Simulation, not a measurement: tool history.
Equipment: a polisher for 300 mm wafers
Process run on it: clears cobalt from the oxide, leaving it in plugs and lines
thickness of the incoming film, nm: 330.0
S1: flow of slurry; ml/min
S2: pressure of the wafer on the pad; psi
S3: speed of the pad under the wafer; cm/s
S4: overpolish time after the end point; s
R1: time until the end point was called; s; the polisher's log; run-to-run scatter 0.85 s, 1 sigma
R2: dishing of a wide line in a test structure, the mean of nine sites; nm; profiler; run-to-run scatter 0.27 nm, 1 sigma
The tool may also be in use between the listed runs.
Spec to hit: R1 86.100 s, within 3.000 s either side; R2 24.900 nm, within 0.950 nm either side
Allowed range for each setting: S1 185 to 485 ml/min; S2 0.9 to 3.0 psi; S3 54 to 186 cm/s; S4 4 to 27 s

{"run": 1, "hour": 0.0, "S1": 310, "S2": 1.9, "S3": 118, "S4": 14, "R1": 76.913, "R2": 45.462}
{"run": 2, "hour": 8.5, "S1": 310, "S2": 1.9, "S3": 140, "S4": 14, "R1": 64.09, "R2": 50.522}
{"run": 3, "hour": 10.6, "S1": 300, "S2": 1.7, "S3": 142, "S4": 11, "R1": 69.719, "R2": 40.92}
{"run": 4, "hour": 14.8, "S1": 355, "S2": 1.7, "S3": 142, "S4": 11, "R1": 67.953, "R2": 41.064}
{"run": 5, "hour": 21.1, "S1": 355, "S2": 2.0, "S3": 142, "S4": 11, "R1": 60.708, "R2": 45.841}
{"run": 6, "hour": 24.0, "S1": 355, "S2": 1.7, "S3": 144, "S4": 9, "R1": 67.746, "R2": 35.871}
{"run": 7, "hour": 32.4, "S1": 355, "S2": 1.5, "S3": 144, "S4": 8, "R1": 74.917, "R2": 31.399}
{"hour": 36.6, "done": "worn pad replaced by a new one"}
{"run": 8, "hour": 36.6, "S1": 355, "S2": 1.4, "S3": 144, "S4": 7, "R1": 75.659, "R2": 27.753}
{"run": 9, "hour": 43.4, "S1": 355, "S2": 1.3, "S3": 144, "S4": 7, "R1": 79.807, "R2": 26.211}

Of the 4 settings listed for the next run, only one would bring every result within its allowed miss of target. Which one?
{"run": "A", "hour": 50.2, "S1": 370, "S2": 1.6, "S3": 124, "S4": 6, "R1": "?", "R2": "?"}
{"run": "B", "hour": 50.2, "S1": 370, "S2": 1.1, "S3": 148, "S4": 8, "R1": "?", "R2": "?"}
{"run": "C", "hour": 50.2, "S1": 405, "S2": 1.4, "S3": 124, "S4": 6, "R1": "?", "R2": "?"}
{"run": "D", "hour": 50.2, "S1": 375, "S2": 1.0, "S3": 158, "S4": 7, "R1": "?", "R2": "?"}

move=A R1=78.539 R2=23.437
move=B R1=87.541 R2=27.206
move=C R1=86.485 R2=21.597
move=D R1=87.728 R2=24.318
A: lands further from the targets than the last run did
B: brings the result that was furthest off to its target, and leaves another outside
C: brings the result that was furthest off to its target, and leaves another outside
D: every result within its allowed miss
D is the move that brings every result within its allowed miss.
